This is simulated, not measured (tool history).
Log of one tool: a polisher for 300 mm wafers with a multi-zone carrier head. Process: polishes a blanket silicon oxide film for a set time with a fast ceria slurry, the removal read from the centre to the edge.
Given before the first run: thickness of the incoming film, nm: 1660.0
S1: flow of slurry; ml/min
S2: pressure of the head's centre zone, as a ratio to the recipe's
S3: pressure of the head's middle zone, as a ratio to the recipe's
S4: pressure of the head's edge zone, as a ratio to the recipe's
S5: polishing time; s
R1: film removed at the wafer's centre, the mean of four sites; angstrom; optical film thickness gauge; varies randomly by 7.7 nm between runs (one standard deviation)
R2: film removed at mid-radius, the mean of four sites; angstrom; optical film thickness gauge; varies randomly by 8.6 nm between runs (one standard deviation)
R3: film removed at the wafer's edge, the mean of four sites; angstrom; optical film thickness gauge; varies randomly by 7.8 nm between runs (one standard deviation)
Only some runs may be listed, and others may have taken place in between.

run  hour   S1    S2    S3    S4  S5      R1      R2      R3
  1   0.0  180  1.00  1.00  1.00  46  6367.1  6293.7  6390.5
  2   6.9  195  1.03  1.03  1.03  47  6767.3  6583.1  6629.7
  3  10.1  205  1.05  1.06  1.04  48  6997.6  6793.2  6865.0
  4  17.6  205  1.09  1.06  1.04  48  7265.2  6836.2  6842.3
  5  21.2  205  1.09  0.99  1.04  48  7324.0  6560.9  6711.4
  6  21.9  245  1.09  0.99  1.04  48  7356.2  6652.6  6925.3
  7  22.7  245  1.10  1.03  1.03  49  7630.4  7066.3  7080.8

The next listed run, before its measurement:
  8  28.5  250  1.11  1.06  1.03  50   ?   ?   ?

Run 8 came out at R1 7769.0 angstrom, R2 7363.4 angstrom, R3 7279.0 angstrom.

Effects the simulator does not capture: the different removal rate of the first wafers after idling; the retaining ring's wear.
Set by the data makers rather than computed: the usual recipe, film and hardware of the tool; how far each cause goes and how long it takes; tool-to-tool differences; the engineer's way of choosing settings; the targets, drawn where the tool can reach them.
